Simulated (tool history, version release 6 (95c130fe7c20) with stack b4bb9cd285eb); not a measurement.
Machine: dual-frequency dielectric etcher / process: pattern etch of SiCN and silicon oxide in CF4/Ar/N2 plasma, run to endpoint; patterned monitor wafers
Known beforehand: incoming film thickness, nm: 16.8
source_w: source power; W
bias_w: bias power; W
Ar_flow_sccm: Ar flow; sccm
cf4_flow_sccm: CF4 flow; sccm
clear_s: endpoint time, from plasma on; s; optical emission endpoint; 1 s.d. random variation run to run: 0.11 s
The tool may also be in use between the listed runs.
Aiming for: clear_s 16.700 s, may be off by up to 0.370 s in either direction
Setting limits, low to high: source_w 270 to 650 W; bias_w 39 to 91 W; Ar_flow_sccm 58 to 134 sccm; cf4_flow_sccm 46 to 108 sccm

{"run": 1, "hour": 0.0, "source_w": 460, "bias_w": 65, "Ar_flow_sccm": 96, "cf4_flow_sccm": 77, "clear_s": 19.078}
{"run": 2, "hour": 4.2, "source_w": 460, "bias_w": 69, "Ar_flow_sccm": 96, "cf4_flow_sccm": 77, "clear_s": 18.944}
{"run": 3, "hour": 4.8, "source_w": 460, "bias_w": 75, "Ar_flow_sccm": 96, "cf4_flow_sccm": 77, "clear_s": 18.27}
{"run": 4, "hour": 6.2, "source_w": 460, "bias_w": 75, "Ar_flow_sccm": 104, "cf4_flow_sccm": 77, "clear_s": 18.679}
{"run": 5, "hour": 9.3, "source_w": 460, "bias_w": 75, "Ar_flow_sccm": 115, "cf4_flow_sccm": 77, "clear_s": 19.052}
{"hour": 16.8, "done": "wet clean of the chamber"}
{"run": 6, "hour": 16.8, "source_w": 460, "bias_w": 75, "Ar_flow_sccm": 115, "cf4_flow_sccm": 82, "clear_s": 18.494}
{"run": 7, "hour": 25.4, "source_w": 470, "bias_w": 75, "Ar_flow_sccm": 115, "cf4_flow_sccm": 82, "clear_s": 18.127}
{"run": 8, "hour": 30.1, "source_w": 480, "bias_w": 75, "Ar_flow_sccm": 115, "cf4_flow_sccm": 82, "clear_s": 17.659}
{"run": 9, "hour": 37.5, "source_w": 480, "bias_w": 75, "Ar_flow_sccm": 115, "cf4_flow_sccm": 82, "clear_s": 17.767}
{"run": 10, "hour": 44.3, "source_w": 490, "bias_w": 75, "Ar_flow_sccm": 115, "cf4_flow_sccm": 82, "clear_s": 17.465}
{"run": 11, "hour": 48.0, "source_w": 500, "bias_w": 75, "Ar_flow_sccm": 115, "cf4_flow_sccm": 82, "clear_s": 17.168}
{"run": 12, "hour": 49.9, "source_w": 500, "bias_w": 75, "Ar_flow_sccm": 115, "cf4_flow_sccm": 82, "clear_s": 17.027}

Consider the 4 candidate settings below. Which is the only one whose results all fall within their allowed miss of target?
{"run": "A", "hour": 51.8, "source_w": 490, "bias_w": 79, "Ar_flow_sccm": 118, "cf4_flow_sccm": 72, "clear_s": "?"}
{"run": "B", "hour": 51.8, "source_w": 490, "bias_w": 83, "Ar_flow_sccm": 134, "cf4_flow_sccm": 82, "clear_s": "?"}
{"run": "C", "hour": 51.8, "source_w": 520, "bias_w": 72, "Ar_flow_sccm": 112, "cf4_flow_sccm": 76, "clear_s": "?"}
{"run": "D", "hour": 51.8, "source_w": 500, "bias_w": 83, "Ar_flow_sccm": 123, "cf4_flow_sccm": 63, "clear_s": "?"}

move=A clear_s=17.519
move=B clear_s=17.480
move=C clear_s=16.684
move=D clear_s=17.384
A: lands further from the targets than the last run did
B: lands further from the targets than the last run did
C: meets every target
D: lands further from the targets than the last run did
So the answer is move C, the one that meets all the targets.
